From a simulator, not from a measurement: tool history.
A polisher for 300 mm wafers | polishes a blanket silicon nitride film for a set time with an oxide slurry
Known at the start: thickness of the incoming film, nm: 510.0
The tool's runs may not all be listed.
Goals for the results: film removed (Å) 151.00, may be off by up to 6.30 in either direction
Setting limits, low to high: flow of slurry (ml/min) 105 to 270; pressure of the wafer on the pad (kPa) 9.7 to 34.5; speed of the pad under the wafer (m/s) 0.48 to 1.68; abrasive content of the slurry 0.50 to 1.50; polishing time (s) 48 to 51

run  hour  flow of slurry (ml/min)  pressure of the wafer on the pad (kPa)  speed of the pad under the wafer (m/s)  abrasive content of the slurry  polishing time (s)  film removed (Å)
  1   0.0                      175                                    22.1                                    1.08                            1.00                  48            238.65
  2   2.9                      175                                    20.7                                    1.08                            1.00                  48            227.39
  3   8.3                      145                                    20.7                                    1.08                            1.00                  48            216.73
  4  15.8                      145                                    20.7                                    1.08                            1.00                  48            215.13
  5  23.6                      140                                    19.3                                    1.08                            1.00                  48            198.42
  6  24.3                      105                                    19.3                                    1.08                            1.00                  48            193.49
  7  25.9                      105                                    18.6                                    1.08                            1.00                  48            187.32
  8  29.2                      105                                    17.9                                    1.08                            1.00                  48            181.72
  9  37.6                      105                                    17.2                                    1.08                            1.00                  48            168.74
 10  41.6                      105                                    17.2                                    1.08                            1.00                  48            171.74
 11  47.9                      105                                    16.5                                    1.08                            1.00                  48            165.29
 12  52.4                      105                                    15.9                                    1.08                            1.00                  48            163.10

Of the 4 settings listed for the next run, only one would bring every result within its allowed miss of target. Which one?
  A  56.9                      110                                    14.5                                    1.06                            0.95                  51                 ?
  B  56.9                      110                                    13.8                                    0.98                            1.05                  48                 ?
  C  56.9                      105                                    13.8                                    1.00                            1.05                  48                 ?
  D  56.9                      105                                    13.8                                    1.08                            0.95                  49                 ?

move  film removed (Å)
   A            152.41
   B            136.04
   C            136.96
   D            140.58
A: in spec on every target
B: carries the result that was furthest off beyond its target, to the other side
C: carries the result that was furthest off beyond its target, to the other side
D: carries the result that was furthest off beyond its target, to the other side
Correct choice: A, which meets every target
